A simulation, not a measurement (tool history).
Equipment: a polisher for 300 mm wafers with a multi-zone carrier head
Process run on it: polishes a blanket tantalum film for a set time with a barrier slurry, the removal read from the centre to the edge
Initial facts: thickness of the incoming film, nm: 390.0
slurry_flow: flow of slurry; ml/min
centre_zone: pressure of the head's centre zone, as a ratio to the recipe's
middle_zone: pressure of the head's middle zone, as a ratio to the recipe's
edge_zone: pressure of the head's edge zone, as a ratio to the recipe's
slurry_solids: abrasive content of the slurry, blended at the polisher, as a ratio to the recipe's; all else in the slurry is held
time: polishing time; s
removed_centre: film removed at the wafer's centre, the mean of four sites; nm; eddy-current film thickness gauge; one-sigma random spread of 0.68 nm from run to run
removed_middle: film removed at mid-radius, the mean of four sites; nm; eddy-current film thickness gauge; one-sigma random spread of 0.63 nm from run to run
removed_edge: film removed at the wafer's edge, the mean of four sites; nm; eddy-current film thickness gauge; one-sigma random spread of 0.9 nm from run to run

run,hour,slurry_flow,centre_zone,middle_zone,edge_zone,slurry_solids,time,removed_centre,removed_middle,removed_edge
1,0,170,1,1,1,1,61,106.1,110.37,109.65
2,4.4,130,1,1,1,1,61,98.339,102.92,103.49
3,8.5,135,1.03,1.04,0.94,0.85,57,93.276,95.856,90.19
4,15.4,160,1.03,1.04,0.94,0.85,57,96.952,100.25,95.341
5,22.3,160,1.03,1,0.94,0.85,57,96.781,96.672,92.576
6,30.8,160,1.03,1,0.94,1.05,57,101.83,103.27,97.242
7,34.2,155,1.05,1.05,0.9,0.85,54,91.018,94.099,87.266

Forecast run 8:
8,36.1,145,1.09,1.1,0.87,0.75,52,?,?,?

removed_centre: 86.828 nm
removed_middle: 89.278 nm
removed_edge: 77.022 nm
